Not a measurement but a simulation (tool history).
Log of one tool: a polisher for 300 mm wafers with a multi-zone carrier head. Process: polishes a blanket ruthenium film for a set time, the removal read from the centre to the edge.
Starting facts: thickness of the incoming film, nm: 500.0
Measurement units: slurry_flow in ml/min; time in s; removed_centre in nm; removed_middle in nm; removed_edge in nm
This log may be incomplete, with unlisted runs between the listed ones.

run	hour	slurry_flow	centre_zone	middle_zone	edge_zone	time	removed_centre	removed_middle	removed_edge
1	0.0	280	1.00	1.00	1.00	72	111.470	112.31	110.330
2	7.2	280	0.95	1.00	1.00	72	108.390	110.49	111.290
3	9.0	270	0.91	1.04	0.98	68	96.452	108.81	102.190
4	16.9	260	0.88	1.04	0.96	66	89.256	103.55	97.935
5	24.7	260	0.88	1.04	1.01	66	89.032	102.58	102.200
6	32.2	260	0.88	1.04	1.01	82	112.830	128.39	125.690
7	37.6	250	0.86	1.04	0.97	77	101.640	120.50	116.790

Run 8 comes next. What will it give?
8	41.8	255	0.86	1.05	0.95	72	?	?	?

For run 8 the tool returned removed_centre 97.140 nm, removed_middle 114.26 nm, removed_edge 106.750 nm.
